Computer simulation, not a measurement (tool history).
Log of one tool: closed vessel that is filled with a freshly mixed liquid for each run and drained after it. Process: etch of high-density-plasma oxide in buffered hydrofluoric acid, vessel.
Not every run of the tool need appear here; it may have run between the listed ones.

run,hour,temperature setpoint of the liquid (C),parts of 40 % ammonium fluoride to one part of 49 % hydrofluoric acid (parts by volume),time in the liquid (s),thickness taken off the high-density-plasma oxide on a monitor wafer (angstrom)
1,0.0,22.0,9.0,30,532.95
2,9.1,21.5,9.0,30,517.08
3,18.2,21.5,7.0,30,682.90
4,24.8,20.5,7.5,30,601.01
5,27.3,19.5,7.5,30,564.47
6,33.2,19.5,6.5,30,651.60
7,35.2,19.0,7.0,30,604.53

Run 8 is up next; what results do you expect?
8,42.6,18.5,7.5,30,?

thickness taken off the high-density-plasma oxide on a monitor wafer (angstrom): 528.34

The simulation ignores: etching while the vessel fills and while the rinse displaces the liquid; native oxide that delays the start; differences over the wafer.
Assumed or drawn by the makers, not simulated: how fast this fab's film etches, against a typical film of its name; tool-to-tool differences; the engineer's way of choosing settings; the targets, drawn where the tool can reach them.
